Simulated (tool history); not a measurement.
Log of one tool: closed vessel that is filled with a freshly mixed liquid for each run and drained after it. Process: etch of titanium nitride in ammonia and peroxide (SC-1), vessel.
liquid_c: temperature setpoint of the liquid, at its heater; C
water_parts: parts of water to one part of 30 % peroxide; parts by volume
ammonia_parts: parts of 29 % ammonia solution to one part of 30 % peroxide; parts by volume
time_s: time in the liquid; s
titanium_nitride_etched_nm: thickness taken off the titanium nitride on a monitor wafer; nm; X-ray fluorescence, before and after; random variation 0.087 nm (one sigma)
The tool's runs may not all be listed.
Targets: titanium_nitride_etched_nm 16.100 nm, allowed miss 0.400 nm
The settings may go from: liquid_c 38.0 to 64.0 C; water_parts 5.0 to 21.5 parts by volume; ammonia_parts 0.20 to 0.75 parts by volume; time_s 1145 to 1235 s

| run | day | liquid_c | water_parts | ammonia_parts | time_s | titanium_nitride_etched_nm |
|---|---|---|---|---|---|---|
| 1 | 0.000 | 48.0 | 12.0 | 0.45 | 1145 | 26.933 |
| 2 | 0.167 | 48.0 | 14.0 | 0.45 | 1145 | 24.561 |
| 3 | 0.217 | 47.5 | 14.0 | 0.45 | 1145 | 23.873 |
| 4 | 0.479 | 47.0 | 14.0 | 0.45 | 1145 | 23.247 |
| 5 | 0.646 | 47.0 | 14.0 | 0.45 | 1235 | 24.825 |
| 6 | 0.671 | 49.5 | 14.0 | 0.45 | 1235 | 29.475 |
| 7 | 1.000 | 48.5 | 14.0 | 0.45 | 1235 | 27.655 |
| 8 | 1.304 | 47.5 | 14.0 | 0.45 | 1235 | 25.729 |
| 9 | 1.604 | 46.5 | 14.0 | 0.45 | 1235 | 23.841 |
| 10 | 1.783 | 46.0 | 14.0 | 0.45 | 1235 | 23.127 |
| 11 | 1.838 | 45.5 | 14.0 | 0.45 | 1235 | 22.353 |
| 12 | 2.075 | 45.0 | 14.0 | 0.45 | 1235 | 21.489 |
| 13 | 2.358 | 44.5 | 14.0 | 0.45 | 1235 | 20.898 |
| 14 | 2.629 | 44.0 | 14.0 | 0.45 | 1235 | 20.039 |
| 15 | 2.762 | 43.5 | 14.0 | 0.45 | 1235 | 19.280 |
| 16 | 3.004 | 43.0 | 14.0 | 0.45 | 1235 | 18.616 |
| 17 | 3.142 | 42.0 | 14.0 | 0.45 | 1235 | 17.247 |
| 18 | 3.254 | 42.0 | 14.0 | 0.45 | 1235 | 17.294 |

5 next moves are on the table. One of them brings every result within its allowed miss. Which?
| A | 3.367 | 44.5 | 17.0 | 0.55 | 1205 | ? |
| B | 3.367 | 44.0 | 13.5 | 0.40 | 1200 | ? |
| C | 3.367 | 44.0 | 17.0 | 0.25 | 1235 | ? |
| D | 3.367 | 42.5 | 14.5 | 0.50 | 1200 | ? |
| E | 3.367 | 44.0 | 15.0 | 0.40 | 1235 | ? |

| move | titanium_nitride_etched_nm |
|---|---|
| A | 18.950 |
| B | 19.478 |
| C | 16.157 |
| D | 17.499 |
| E | 18.925 |
A: further off than the last run
B: further off than the last run
C: meets every target
D: further off than the last run
E: further off than the last run
Answer: C
